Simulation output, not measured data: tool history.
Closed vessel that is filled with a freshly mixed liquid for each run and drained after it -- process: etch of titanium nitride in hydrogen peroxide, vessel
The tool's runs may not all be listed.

run  hour  temperature setpoint of the liquid (C)  concentration of hydrogen peroxide in the mixed liquid (% by weight)  time in the liquid (s)  thickness taken off the titanium nitride on a monitor wafer (Å)
  1     0                                      43                                                                  22.5                    2765                                                           389.86
  2   5.7                                      43                                                                  22.5                    2765                                                           387.23
  3     8                                      36                                                                  22.5                    2765                                                           225.97
  4  11.8                                      43                                                                  22.5                    2765                                                           383.69
  5  19.9                                    46.5                                                                  22.5                    2765                                                           504.52
  6  24.2                                    46.5                                                                  22.5                    2765                                                           501.41
  7  29.5                                      49                                                                  22.5                    2765                                                           604.75
  8  34.4                                      51                                                                  22.5                    2765                                                           699.56
  9    35                                    52.5                                                                  22.5                    2765                                                              777

Run 10 comes next. What will it give?
 10  40.7                                    53.5                                                                  22.5                    2765                                                                ?

{"run 10": {"thickness taken off the titanium nitride on a monitor wafer (Å)": 836.52}}
